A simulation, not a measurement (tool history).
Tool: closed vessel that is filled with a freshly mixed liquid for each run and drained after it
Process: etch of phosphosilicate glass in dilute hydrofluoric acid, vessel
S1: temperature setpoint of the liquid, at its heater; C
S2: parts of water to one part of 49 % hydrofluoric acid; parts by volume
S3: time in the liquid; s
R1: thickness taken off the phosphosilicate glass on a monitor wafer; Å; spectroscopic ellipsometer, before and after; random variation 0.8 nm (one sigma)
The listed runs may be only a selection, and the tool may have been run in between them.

run	hour	S1	S2	S3	R1
1	0.0	20.0	190	90	576.48
2	5.1	20.0	190	90	579.38
3	11.7	22.5	150	90	841.86
4	16.1	22.5	175	90	700.51
5	19.6	20.0	175	90	636.53
6	22.2	22.5	145	90	877.60
7	28.4	24.0	125	90	1094.00
8	33.2	25.0	110	90	1324.50
9	37.1	26.0	105	90	1451.40
10	44.9	26.5	100	90	1555.70
11	51.0	27.0	100	90	1602.80
12	52.2	27.5	100	90	1625.40
13	55.3	27.5	95	90	1721.80
14	56.2	28.0	95	90	1757.50
15	64.8	28.0	90	90	1871.00

Predict the results of run 16:
16	65.6	27.5	90	90	?

Run 16 came out at R1 1832.90 Å.
